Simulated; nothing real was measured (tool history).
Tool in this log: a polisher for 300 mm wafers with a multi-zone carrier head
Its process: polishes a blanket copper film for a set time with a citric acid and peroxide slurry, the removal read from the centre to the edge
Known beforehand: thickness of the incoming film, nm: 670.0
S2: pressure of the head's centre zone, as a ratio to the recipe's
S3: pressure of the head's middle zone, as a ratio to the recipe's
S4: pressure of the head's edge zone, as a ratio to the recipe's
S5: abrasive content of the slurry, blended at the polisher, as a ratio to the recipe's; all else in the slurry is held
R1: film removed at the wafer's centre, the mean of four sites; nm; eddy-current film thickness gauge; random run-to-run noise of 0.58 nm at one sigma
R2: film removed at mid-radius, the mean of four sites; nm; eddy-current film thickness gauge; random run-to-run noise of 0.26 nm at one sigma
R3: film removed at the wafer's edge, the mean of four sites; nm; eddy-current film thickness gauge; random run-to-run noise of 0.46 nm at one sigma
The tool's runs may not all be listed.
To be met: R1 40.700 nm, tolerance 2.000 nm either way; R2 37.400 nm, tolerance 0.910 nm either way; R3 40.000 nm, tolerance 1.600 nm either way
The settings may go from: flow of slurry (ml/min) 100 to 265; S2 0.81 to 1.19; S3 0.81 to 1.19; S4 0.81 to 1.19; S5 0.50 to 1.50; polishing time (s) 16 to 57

{"run": 1, "hour": 0.0, "flow of slurry (ml/min)": 170, "S2": 1.0, "S3": 1.0, "S4": 1.0, "S5": 1.0, "polishing time (s)": 36, "R1": 54.949, "R2": 56.197, "R3": 56.88}
{"run": 2, "hour": 7.7, "flow of slurry (ml/min)": 170, "S2": 1.0, "S3": 0.95, "S4": 1.0, "S5": 1.0, "polishing time (s)": 36, "R1": 57.328, "R2": 53.198, "R3": 56.701}
{"run": 3, "hour": 11.3, "flow of slurry (ml/min)": 160, "S2": 0.97, "S3": 0.93, "S4": 0.96, "S5": 0.85, "polishing time (s)": 34, "R1": 49.517, "R2": 47.919, "R3": 49.957}
{"run": 4, "hour": 17.4, "flow of slurry (ml/min)": 150, "S2": 0.96, "S3": 0.9, "S4": 0.94, "S5": 0.75, "polishing time (s)": 33, "R1": 45.192, "R2": 43.722, "R3": 46.758}
{"run": 5, "hour": 20.4, "flow of slurry (ml/min)": 150, "S2": 0.96, "S3": 0.9, "S4": 0.94, "S5": 0.75, "polishing time (s)": 37, "R1": 52.193, "R2": 50.004, "R3": 53.336}
{"run": 6, "hour": 24.2, "flow of slurry (ml/min)": 185, "S2": 0.96, "S3": 0.9, "S4": 0.94, "S5": 0.75, "polishing time (s)": 37, "R1": 53.121, "R2": 50.888, "R3": 53.405}
{"run": 7, "hour": 31.0, "flow of slurry (ml/min)": 180, "S2": 0.95, "S3": 0.87, "S4": 0.91, "S5": 0.65, "polishing time (s)": 35, "R1": 49.116, "R2": 45.648, "R3": 48.478}
{"run": 8, "hour": 35.7, "flow of slurry (ml/min)": 175, "S2": 0.94, "S3": 0.85, "S4": 0.89, "S5": 0.6, "polishing time (s)": 34, "R1": 46.713, "R2": 42.269, "R3": 46.05}
{"run": 9, "hour": 44.5, "flow of slurry (ml/min)": 175, "S2": 0.94, "S3": 0.85, "S4": 0.89, "S5": 0.6, "polishing time (s)": 34, "R1": 45.235, "R2": 42.318, "R3": 46.225}
{"run": 10, "hour": 47.7, "flow of slurry (ml/min)": 175, "S2": 0.95, "S3": 0.85, "S4": 0.87, "S5": 0.55, "polishing time (s)": 33, "R1": 43.867, "R2": 41.165, "R3": 43.929}
{"run": 11, "hour": 49.2, "flow of slurry (ml/min)": 170, "S2": 0.95, "S3": 0.84, "S4": 0.85, "S5": 0.55, "polishing time (s)": 32, "R1": 42.697, "R2": 39.136, "R3": 42.011}

Exercise: of the 4 proposed moves below, exactly one satisfies all targets within the stated allowed misses. Which move is it?
{"run": "A", "hour": 50.7, "flow of slurry (ml/min)": 120, "S2": 0.99, "S3": 0.94, "S4": 0.83, "S5": 0.6, "polishing time (s)": 33, "R1": "?", "R2": "?", "R3": "?"}
{"run": "B", "hour": 50.7, "flow of slurry (ml/min)": 100, "S2": 0.96, "S3": 0.85, "S4": 0.81, "S5": 0.85, "polishing time (s)": 30, "R1": "?", "R2": "?", "R3": "?"}
{"run": "C", "hour": 50.7, "flow of slurry (ml/min)": 160, "S2": 1.02, "S3": 0.82, "S4": 0.82, "S5": 0.6, "polishing time (s)": 31, "R1": "?", "R2": "?", "R3": "?"}
{"run": "D", "hour": 50.7, "flow of slurry (ml/min)": 180, "S2": 1.07, "S3": 0.83, "S4": 0.83, "S5": 0.6, "polishing time (s)": 30, "R1": "?", "R2": "?", "R3": "?"}

move=A R1=43.629 R2=42.972 R3=42.695
move=B R1=39.685 R2=37.246 R3=40.129
move=C R1=43.990 R2=37.410 R3=41.034
move=D R1=45.389 R2=37.073 R3=40.331
A: lands further from the targets than the last run did
B: in spec on every target
C: gets the furthest-off result to its target, but another result is out of tolerance
D: gets the furthest-off result to its target, but another result is out of tolerance
B meets every target.
